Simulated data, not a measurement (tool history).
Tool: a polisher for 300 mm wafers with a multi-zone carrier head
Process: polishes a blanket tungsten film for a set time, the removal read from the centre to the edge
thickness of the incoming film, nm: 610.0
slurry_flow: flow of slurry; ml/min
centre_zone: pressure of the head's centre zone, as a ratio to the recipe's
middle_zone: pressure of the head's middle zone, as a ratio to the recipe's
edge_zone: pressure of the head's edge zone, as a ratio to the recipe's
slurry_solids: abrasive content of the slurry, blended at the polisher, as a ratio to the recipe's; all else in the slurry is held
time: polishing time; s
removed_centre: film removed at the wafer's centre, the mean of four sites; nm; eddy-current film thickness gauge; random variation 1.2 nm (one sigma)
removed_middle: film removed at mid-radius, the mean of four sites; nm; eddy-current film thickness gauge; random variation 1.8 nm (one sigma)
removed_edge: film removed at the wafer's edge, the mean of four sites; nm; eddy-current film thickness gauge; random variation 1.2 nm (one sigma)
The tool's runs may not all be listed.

run	day	slurry_flow	centre_zone	middle_zone	edge_zone	slurry_solids	time	removed_centre	removed_middle	removed_edge
1	0.000	240	1.00	1.00	1.00	1.00	34	219.57	221.05	224.53
2	0.217	235	0.98	0.99	0.97	0.90	34	210.03	216.84	212.52
3	0.508	225	0.95	0.96	0.96	0.85	34	198.61	208.10	210.06
4	0.588	220	0.94	0.94	0.94	0.80	34	196.29	198.87	203.52
5	0.771	220	0.94	0.94	0.94	0.60	34	182.57	187.72	186.17
6	1.029	220	1.01	0.94	0.94	0.60	34	194.80	184.25	186.45
7	1.150	215	0.98	0.94	0.94	0.60	34	188.76	185.83	188.23
8	1.300	210	0.96	0.94	0.93	0.60	34	183.18	186.41	186.06
9	1.425	200	0.95	0.94	0.93	0.60	34	178.42	182.12	184.71
10	1.788	190	0.94	0.95	0.93	0.60	34	176.59	182.38	183.44
11	2.042	185	0.93	0.95	0.93	0.60	34	172.76	184.37	182.36

The next listed run, before its measurement:
12	2.238	160	0.89	0.92	0.93	0.55	34	?	?	?

{"run 12": {"removed_centre": 157.52, "removed_middle": 169.74, "removed_edge": 174.9}}
